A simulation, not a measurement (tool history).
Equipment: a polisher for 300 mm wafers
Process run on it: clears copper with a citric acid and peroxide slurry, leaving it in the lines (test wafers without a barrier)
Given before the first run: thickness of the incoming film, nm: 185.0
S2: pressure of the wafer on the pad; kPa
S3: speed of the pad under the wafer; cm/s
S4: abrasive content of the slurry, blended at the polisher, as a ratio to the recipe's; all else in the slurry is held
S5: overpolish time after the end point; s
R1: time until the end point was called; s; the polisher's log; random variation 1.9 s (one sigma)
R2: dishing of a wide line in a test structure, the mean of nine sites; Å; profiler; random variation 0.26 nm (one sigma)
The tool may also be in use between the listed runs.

Run 1, hour 0: flow of slurry (ml/min) 300, S2 15.9 kPa, S3 90 cm/s, S4 1, S5 23 s. Result: R1 115.16 s, R2 229.72 Å.
Run 2, hour 3.1: flow of slurry (ml/min) 300, S2 17.2 kPa, S3 90 cm/s, S4 1, S5 23 s. Result: R1 112.98 s, R2 238.16 Å.
Run 3, hour 8.2: flow of slurry (ml/min) 300, S2 16.5 kPa, S3 90 cm/s, S4 1, S5 22 s. Result: R1 113.62 s, R2 226.36 Å.
Run 4, hour 13.3: flow of slurry (ml/min) 300, S2 15.9 kPa, S3 90 cm/s, S4 1, S5 21 s. Result: R1 115.44 s, R2 218.6 Å.
Run 5, hour 16: flow of slurry (ml/min) 300, S2 15.9 kPa, S3 90 cm/s, S4 0.9, S5 21 s. Result: R1 125.03 s, R2 207.6 Å.
Run 6, hour 24.3: flow of slurry (ml/min) 300, S2 15.9 kPa, S3 90 cm/s, S4 0.9, S5 13 s. Result: R1 122.58 s, R2 137.07 Å.
Run 7, hour 27.8: flow of slurry (ml/min) 300, S2 15.9 kPa, S3 90 cm/s, S4 0.9, S5 14 s. Result: R1 125.06 s, R2 149.02 Å.
Run 8, hour 29.7: flow of slurry (ml/min) 300, S2 15.9 kPa, S3 90 cm/s, S4 0.9, S5 14 s. Result: R1 123.44 s, R2 150.36 Å.
At hour 37.3: head pressure recalibrated.
Run 9, hour 37.3: flow of slurry (ml/min) 300, S2 15.9 kPa, S3 90 cm/s, S4 0.9, S5 15 s. Result: R1 111.92 s, R2 167.78 Å.

Run 10, settings as shown, results not yet in. Your forecast:
Run 10, hour 42.7: flow of slurry (ml/min) 300, S2 13.1 kPa, S3 88 cm/s, S4 0.9, S5 21 s. Result: R1 ?, R2 ?.

Run 10 came out at R1 129.03 s, R2 196.52 Å.

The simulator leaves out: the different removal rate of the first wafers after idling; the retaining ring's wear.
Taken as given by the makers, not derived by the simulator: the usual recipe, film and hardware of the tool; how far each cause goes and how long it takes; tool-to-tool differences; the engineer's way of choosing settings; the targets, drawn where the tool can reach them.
